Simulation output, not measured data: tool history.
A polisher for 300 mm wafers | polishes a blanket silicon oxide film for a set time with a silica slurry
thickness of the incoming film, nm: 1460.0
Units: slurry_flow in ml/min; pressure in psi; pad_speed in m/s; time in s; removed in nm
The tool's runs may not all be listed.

run	hour	slurry_flow	pressure	pad_speed	slurry_solids	time	removed
1	0.0	295	4.5	1.48	1.00	65	221.68
2	5.4	295	5.4	1.48	1.00	65	265.54
3	13.3	295	5.4	1.48	0.85	65	245.49
4	14.0	295	5.4	1.48	0.85	68	261.72
5	19.1	295	4.8	1.46	0.85	68	230.62
6	21.8	295	4.8	1.46	0.85	65	224.25
7	26.0	295	4.3	1.44	0.85	65	197.81

The next listed run, before its measurement:
8	34.8	295	4.0	1.44	0.85	65	?

removed: 179.59 nm

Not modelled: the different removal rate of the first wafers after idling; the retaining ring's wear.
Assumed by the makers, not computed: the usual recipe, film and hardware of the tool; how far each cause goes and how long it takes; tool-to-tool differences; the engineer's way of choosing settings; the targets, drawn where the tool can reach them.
